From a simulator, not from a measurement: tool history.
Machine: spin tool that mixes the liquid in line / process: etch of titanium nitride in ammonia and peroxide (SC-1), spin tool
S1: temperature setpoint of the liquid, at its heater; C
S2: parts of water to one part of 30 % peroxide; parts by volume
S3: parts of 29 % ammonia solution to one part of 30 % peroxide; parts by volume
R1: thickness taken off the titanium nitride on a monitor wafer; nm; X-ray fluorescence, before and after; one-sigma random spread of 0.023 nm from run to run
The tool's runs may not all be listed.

Run 1, hour 0.0: S1 47.0 C, S2 20 parts by volume, S3 0.45 parts by volume, time under the liquid (s) 265. Result: R1 5.1502 nm.
Run 2, hour 3.9: S1 53.5 C, S2 20 parts by volume, S3 0.45 parts by volume, time under the liquid (s) 265. Result: R1 7.9663 nm.
Run 3, hour 7.7: S1 53.5 C, S2 24 parts by volume, S3 0.45 parts by volume, time under the liquid (s) 265. Result: R1 7.3625 nm.
Run 4, hour 15.5: S1 53.5 C, S2 24 parts by volume, S3 0.45 parts by volume, time under the liquid (s) 265. Result: R1 7.3057 nm.
Run 5, hour 21.4: S1 53.5 C, S2 18 parts by volume, S3 0.45 parts by volume, time under the liquid (s) 265. Result: R1 8.5259 nm.
Run 6, hour 27.7: S1 53.5 C, S2 18 parts by volume, S3 0.35 parts by volume, time under the liquid (s) 265. Result: R1 8.1355 nm.
Run 7, hour 32.7: S1 51.5 C, S2 18 parts by volume, S3 0.35 parts by volume, time under the liquid (s) 265. Result: R1 7.1581 nm.
Run 8, hour 40.3: S1 49.5 C, S2 18 parts by volume, S3 0.35 parts by volume, time under the liquid (s) 265. Result: R1 6.1988 nm.
Run 9, hour 47.4: S1 48.0 C, S2 18 parts by volume, S3 0.35 parts by volume, time under the liquid (s) 265. Result: R1 5.6345 nm.
Run 10, hour 52.2: S1 48.0 C, S2 18 parts by volume, S3 0.35 parts by volume, time under the liquid (s) 265. Result: R1 5.6038 nm.

What will run 11 give?
At hour 60.9: ammonia flow meter replaced.
Run 11, hour 60.9: S1 46.5 C, S2 18 parts by volume, S3 0.35 parts by volume, time under the liquid (s) 265. Result: R1 ?.

Run 11 came out at R1 5.0603 nm.

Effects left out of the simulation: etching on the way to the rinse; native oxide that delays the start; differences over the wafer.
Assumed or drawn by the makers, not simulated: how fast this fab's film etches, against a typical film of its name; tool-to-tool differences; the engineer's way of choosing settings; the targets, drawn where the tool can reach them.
